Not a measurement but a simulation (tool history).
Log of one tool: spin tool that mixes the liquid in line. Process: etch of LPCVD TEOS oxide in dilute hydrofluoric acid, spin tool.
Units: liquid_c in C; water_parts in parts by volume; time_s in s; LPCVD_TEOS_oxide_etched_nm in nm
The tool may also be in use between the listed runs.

{"run": 1, "day": 0.0, "liquid_c": 26, "water_parts": 260, "time_s": 90, "LPCVD_TEOS_oxide_etched_nm": 14.945}
{"run": 2, "day": 0.171, "liquid_c": 27, "water_parts": 255, "time_s": 90, "LPCVD_TEOS_oxide_etched_nm": 15.692}
{"run": 3, "day": 0.488, "liquid_c": 27, "water_parts": 255, "time_s": 90, "LPCVD_TEOS_oxide_etched_nm": 15.831}
{"run": 4, "day": 0.692, "liquid_c": 27, "water_parts": 310, "time_s": 90, "LPCVD_TEOS_oxide_etched_nm": 12.297}
{"day": 1.062, "done": "hydrofluoric acid flow meter replaced"}
{"run": 5, "day": 1.062, "liquid_c": 27, "water_parts": 310, "time_s": 95, "LPCVD_TEOS_oxide_etched_nm": 12.003}
{"run": 6, "day": 1.154, "liquid_c": 27, "water_parts": 310, "time_s": 95, "LPCVD_TEOS_oxide_etched_nm": 11.961}
{"run": 7, "day": 1.529, "liquid_c": 28, "water_parts": 295, "time_s": 95, "LPCVD_TEOS_oxide_etched_nm": 13.273}

Run 8 comes next. What will it give?
{"run": 8, "day": 1.862, "liquid_c": 28, "water_parts": 275, "time_s": 95, "LPCVD_TEOS_oxide_etched_nm": "?"}

LPCVD_TEOS_oxide_etched_nm: 14.427 nm
